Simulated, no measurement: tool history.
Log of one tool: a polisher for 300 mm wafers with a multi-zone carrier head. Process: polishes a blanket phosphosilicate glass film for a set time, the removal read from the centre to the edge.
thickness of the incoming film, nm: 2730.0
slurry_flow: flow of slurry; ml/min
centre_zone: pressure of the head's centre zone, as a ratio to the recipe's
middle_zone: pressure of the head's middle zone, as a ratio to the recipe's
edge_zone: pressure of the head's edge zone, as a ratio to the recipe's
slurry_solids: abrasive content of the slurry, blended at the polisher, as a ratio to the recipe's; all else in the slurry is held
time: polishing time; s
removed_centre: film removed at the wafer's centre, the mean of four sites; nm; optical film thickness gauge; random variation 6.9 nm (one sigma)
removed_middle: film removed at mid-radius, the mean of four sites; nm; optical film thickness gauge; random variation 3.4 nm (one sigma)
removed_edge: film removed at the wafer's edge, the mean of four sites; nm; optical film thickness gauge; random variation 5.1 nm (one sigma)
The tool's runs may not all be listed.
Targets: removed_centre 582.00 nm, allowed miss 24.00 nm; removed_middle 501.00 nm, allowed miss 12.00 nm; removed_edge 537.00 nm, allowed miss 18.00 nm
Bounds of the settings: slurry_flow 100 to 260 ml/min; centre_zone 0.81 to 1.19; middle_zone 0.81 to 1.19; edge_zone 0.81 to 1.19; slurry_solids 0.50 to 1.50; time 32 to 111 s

run  hour  slurry_flow  centre_zone  middle_zone  edge_zone  slurry_solids  time  removed_centre  removed_middle  removed_edge
  1   0.0          165         1.00         1.00       1.00           1.00    71          597.96          598.81        599.48
  2   4.8          200         1.00         1.00       1.00           1.00    71          639.10          619.12        598.18
  3  11.4          200         1.00         1.00       1.00           1.20    71          693.70          667.05        649.94
  4  13.3          200         1.04         1.00       1.00           1.20    71          711.52          671.45        657.72
  5  18.7          200         1.04         1.00       0.94           1.20    71          719.71          663.60        657.36
  6  25.3          200         1.11         1.00       0.94           1.20    71          767.37          677.92        650.69
  7  34.3          200         1.09         0.97       0.94           1.10    71          696.41          643.19        626.87
  8  40.7          200         1.12         0.93       0.94           1.10    68          696.89          597.92        590.03
  9  46.0          190         1.11         0.90       0.94           1.05    68          674.35          568.53        581.14
 10  53.9          180         1.10         0.89       0.94           1.00    68          659.20          550.48        558.31
 11  59.9          170         1.07         0.88       0.95           1.00    68          632.88          537.76        565.65
 12  63.5          165         1.06         0.88       0.94           1.00    68          613.29          543.56        555.47
 13  71.4          155         1.06         0.86       0.94           1.00    68          601.64          529.74        550.99
 14  78.7          150         1.06         0.85       0.94           1.00    68          603.63          524.45        544.93
 15  86.6          145         1.06         0.84       0.95           1.00    68          602.99          519.98        550.76

Which of these 5 next moves meets every target?
  A  94.5          165         1.09         0.83       1.00           0.90    73               ?               ?             ?
  B  94.5          160         1.02         0.81       0.94           1.15    62               ?               ?             ?
  C  94.5          100         1.07         0.83       1.03           1.00    74               ?               ?             ?
  D  94.5          120         1.01         0.88       0.99           1.05    72               ?               ?             ?
  E  94.5          155         1.16         0.81       0.96           1.00    67               ?               ?             ?

move  removed_centre  removed_middle  removed_edge
   A          645.34          537.06        570.63
   B          571.06          503.67        528.00
   C          581.63          502.10        561.81
   D          583.66          542.83        572.13
   E          654.58          507.21        537.52
A: further off than the last run
B: meets every target
C: brings the result that was furthest off to its target, and leaves another outside
D: further off than the last run
E: brings the result that was furthest off to its target, and leaves another outside
The right move is B.
